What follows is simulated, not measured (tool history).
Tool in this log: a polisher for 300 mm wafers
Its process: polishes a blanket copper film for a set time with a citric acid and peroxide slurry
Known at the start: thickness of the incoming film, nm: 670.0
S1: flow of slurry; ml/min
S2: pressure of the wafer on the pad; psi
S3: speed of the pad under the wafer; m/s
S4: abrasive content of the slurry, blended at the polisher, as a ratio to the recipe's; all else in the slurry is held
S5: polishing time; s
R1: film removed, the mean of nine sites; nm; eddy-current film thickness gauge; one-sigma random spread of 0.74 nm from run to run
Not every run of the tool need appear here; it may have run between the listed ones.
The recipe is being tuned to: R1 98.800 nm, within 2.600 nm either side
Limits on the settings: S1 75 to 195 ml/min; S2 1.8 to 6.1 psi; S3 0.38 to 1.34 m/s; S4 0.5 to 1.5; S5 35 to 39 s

Run 1, hour 0.0: S1 125 ml/min, S2 3.9 psi, S3 0.86 m/s, S4 1.0, S5 39 s. Result: R1 106.040 nm.
Run 2, hour 2.4: S1 125 ml/min, S2 3.9 psi, S3 1.00 m/s, S4 1.0, S5 39 s. Result: R1 119.360 nm.
Run 3, hour 10.4: S1 145 ml/min, S2 3.9 psi, S3 1.00 m/s, S4 1.0, S5 39 s. Result: R1 122.070 nm.
Run 4, hour 14.2: S1 140 ml/min, S2 3.7 psi, S3 1.00 m/s, S4 1.0, S5 39 s. Result: R1 117.970 nm.
Run 5, hour 18.0: S1 115 ml/min, S2 3.7 psi, S3 1.00 m/s, S4 1.0, S5 39 s. Result: R1 111.860 nm.
Run 6, hour 24.4: S1 110 ml/min, S2 3.6 psi, S3 1.00 m/s, S4 1.0, S5 39 s. Result: R1 107.800 nm.
Run 7, hour 30.4: S1 105 ml/min, S2 3.6 psi, S3 1.00 m/s, S4 1.0, S5 39 s. Result: R1 106.660 nm.
At hour 38.1: head pressure recalibrated.
Run 8, hour 38.1: S1 100 ml/min, S2 3.6 psi, S3 1.00 m/s, S4 1.0, S5 39 s. Result: R1 117.560 nm.
Run 9, hour 43.3: S1 115 ml/min, S2 3.5 psi, S3 1.00 m/s, S4 1.0, S5 39 s. Result: R1 119.240 nm.
Run 10, hour 44.1: S1 110 ml/min, S2 3.9 psi, S3 0.98 m/s, S4 1.0, S5 39 s. Result: R1 127.100 nm.
Run 11, hour 50.8: S1 120 ml/min, S2 3.8 psi, S3 0.98 m/s, S4 1.0, S5 39 s. Result: R1 125.530 nm.
Run 12, hour 58.7: S1 120 ml/min, S2 3.6 psi, S3 0.98 m/s, S4 1.0, S5 39 s. Result: R1 119.630 nm.
Run 13, hour 63.5: S1 115 ml/min, S2 3.3 psi, S3 0.94 m/s, S4 1.0, S5 39 s. Result: R1 108.290 nm.
Run 14, hour 70.3: S1 100 ml/min, S2 2.9 psi, S3 0.94 m/s, S4 1.0, S5 39 s. Result: R1 94.175 nm.

Of the 4 settings listed for the next run, only one would bring every result within its allowed miss of target. Which one?
Run A, hour 77.1: S1 125 ml/min, S2 2.7 psi, S3 0.96 m/s, S4 0.9, S5 39 s. Result: R1 ?.
Run B, hour 77.1: S1 100 ml/min, S2 3.5 psi, S3 0.84 m/s, S4 1.0, S5 39 s. Result: R1 ?.
Run C, hour 77.1: S1 100 ml/min, S2 2.9 psi, S3 0.98 m/s, S4 1.1, S5 37 s. Result: R1 ?.
Run D, hour 77.1: S1 75 ml/min, S2 3.4 psi, S3 1.00 m/s, S4 1.1, S5 35 s. Result: R1 ?.

move      R1
   A  92.123
   B  99.287
   C  93.750
   D  93.700
A: the biggest miss grows against the last run
B: meets every target
C: the biggest miss grows against the last run
D: the biggest miss grows against the last run
B is the move that brings every result within its allowed miss.
